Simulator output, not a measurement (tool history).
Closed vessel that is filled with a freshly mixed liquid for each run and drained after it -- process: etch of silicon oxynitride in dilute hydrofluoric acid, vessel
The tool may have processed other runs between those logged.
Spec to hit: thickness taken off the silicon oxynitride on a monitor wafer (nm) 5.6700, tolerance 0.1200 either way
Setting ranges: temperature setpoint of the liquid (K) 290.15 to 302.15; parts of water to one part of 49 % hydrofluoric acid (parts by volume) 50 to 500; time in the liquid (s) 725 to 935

run,hour,temperature setpoint of the liquid (K),parts of water to one part of 49 % hydrofluoric acid (parts by volume),time in the liquid (s),thickness taken off the silicon oxynitride on a monitor wafer (nm)
1,0.0,294.15,275,935,8.3820
2,1.8,293.65,280,935,8.0480
3,4.5,293.65,360,935,6.0344
4,8.3,293.65,285,935,7.9194
5,16.3,296.65,285,935,9.0106
6,22.6,295.65,290,935,8.3778
7,29.2,295.15,295,935,8.0105
8,33.0,294.65,300,935,7.7768
9,39.0,294.15,305,935,7.4875
10,45.6,293.65,310,935,7.1792
11,47.1,293.65,310,935,7.1689
12,51.2,293.15,315,935,6.8528

Consider the 4 candidate settings below. Which is the only one whose results all fall within their allowed miss of target?
A,55.3,293.65,250,895,?
B,55.3,294.65,300,935,?
C,55.3,292.65,325,825,?
D,55.3,291.65,240,935,?

move,thickness taken off the silicon oxynitride on a monitor wafer (nm)
A,8.7880
B,7.7482
C,5.6940
D,8.7817
A: further off than the last run
B: further off than the last run
C: all results in spec
D: further off than the last run
The move that meets every target is C.

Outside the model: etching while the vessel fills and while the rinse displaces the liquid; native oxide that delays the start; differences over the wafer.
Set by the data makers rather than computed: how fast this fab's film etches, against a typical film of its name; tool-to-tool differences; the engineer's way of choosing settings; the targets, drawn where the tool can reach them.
